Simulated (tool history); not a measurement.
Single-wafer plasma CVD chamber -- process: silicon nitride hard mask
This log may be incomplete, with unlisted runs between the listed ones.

| run | hour | heater temperature setpoint (K) | chamber pressure (Pa) | RF power (kW) | deposition time (s) | mean film thickness on the monitor wafer (angstrom) |
|---|---|---|---|---|---|---|
| 1 | 0 | 693.15 | 259 | 0.3 | 46.4 | 511.14 |
| 2 | 1.1 | 693.15 | 273 | 0.325 | 46.8 | 554.91 |
| 3 | 9.4 | 693.15 | 287 | 0.34 | 47 | 585.46 |
| 4 | 15 | 689.15 | 287 | 0.34 | 47 | 590.36 |
| 5 | 16.5 | 689.15 | 300 | 0.35 | 47.1 | 615.96 |
| 6 | 20 | 679.15 | 300 | 0.35 | 47.1 | 611.68 |
| 7 | 27 | 679.15 | 309 | 0.355 | 47.2 | 627.71 |

Estimate the outcome of run 8 from the log above:
| 8 | 31.8 | 679.15 | 317 | 0.36 | 47.2 | ? |

{"run 8": {"mean film thickness on the monitor wafer (angstrom)": 639.5}}
